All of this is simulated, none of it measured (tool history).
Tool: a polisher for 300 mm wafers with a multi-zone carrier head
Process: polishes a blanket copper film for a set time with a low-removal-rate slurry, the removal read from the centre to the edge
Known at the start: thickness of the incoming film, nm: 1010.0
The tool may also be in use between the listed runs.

run   hour  flow of slurry (ml/min)  pressure of the head's centre zone  pressure of the head's middle zone  pressure of the head's edge zone  abrasive content of the slurry  polishing time (s)  film removed at the wafer's centre (nm)  film removed at mid-radius (nm)  film removed at the wafer's edge (nm)
  1    0.0                      245                                1.00                                1.00                              1.00                            1.00                  83                                   159.96                           169.45                                 171.02
  2    5.2                      240                                1.01                                0.97                              0.97                            0.95                  83                                   158.28                           161.23                                 164.93
  3   11.6                      240                                1.01                                0.97                              0.97                            0.95                  93                                   176.91                           177.10                                 185.52
  4   20.4                      240                                1.01                                1.02                              0.97                            0.95                  93                                   177.15                           186.50                                 184.06
  5   27.6                      240                                1.01                                1.02                              0.97                            0.95                 109                                   207.77                           220.38                                 218.00
  6   32.7                      235                                1.02                                1.00                              0.95                            0.85                 105                                   197.22                           200.00                                 202.26
  7   35.9                      230                                1.02                                0.98                              0.93                            0.80                 102                                   183.64                           185.56                                 187.07
  8   43.6                      225                                1.02                                0.96                              0.91                            0.75                 101                                   180.50                           177.65                                 177.71
  9   51.9                      220                                1.01                                0.93                              0.90                            0.70                 100                                   172.10                           168.35                                 173.28
 10   54.6                      215                                1.01                                0.91                              0.89                            0.65                  99                                   163.62                           156.48                                 166.37
 11   61.1                      210                                1.01                                0.90                              0.88                            0.60                  98                                   158.51                           148.88                                 155.15
 12   66.4                      205                                1.01                                0.89                              0.87                            0.60                  98                                   152.42                           147.40                                 154.76
 13   73.4                      200                                1.02                                0.88                              0.86                            0.60                  98                                   157.30                           143.99                                 154.71
 14   79.6                      195                                1.02                                0.88                              0.85                            0.60                  98                                   159.27                           142.85                                 152.07
 15   83.5                      190                                1.02                                0.88                              0.84                            0.60                  98                                   154.74                           143.34                                 151.12
 16   90.7                      185                                1.02                                0.87                              0.83                            0.60                  98                                   155.78                           140.17                                 150.89
 17   93.2                      180                                1.03                                0.87                              0.81                            0.50                  96                                   137.40                           127.78                                 135.44
 18   97.9                      190                                1.03                                0.87                              0.82                            0.50                  96                                   141.17                           129.83                                 135.29
 19  103.5                      195                                1.03                                0.87                              0.83                            0.50                  96                                   139.05                           128.39                                 137.35
 20  104.4                      195                                1.04                                0.87                              0.83                            0.50                  96                                   144.17                           128.56                                 137.44
 21  105.9                      200                                1.04                                0.87                              0.84                            0.50                  96                                   145.78                           129.64                                 138.99
 22  114.3                      205                                1.04                                0.87                              0.84                            0.50                  96                                   145.27                           130.74                                 138.14

Run 23 comes next. What will it give?
 23  119.5                      205                                1.04                                0.87                              0.85                            0.50                  96                                        ?                                ?                                      ?

Run 23 gave film removed at the wafer's centre (nm) 142.30, film removed at mid-radius (nm) 130.84, film removed at the wafer's edge (nm) 137.71.

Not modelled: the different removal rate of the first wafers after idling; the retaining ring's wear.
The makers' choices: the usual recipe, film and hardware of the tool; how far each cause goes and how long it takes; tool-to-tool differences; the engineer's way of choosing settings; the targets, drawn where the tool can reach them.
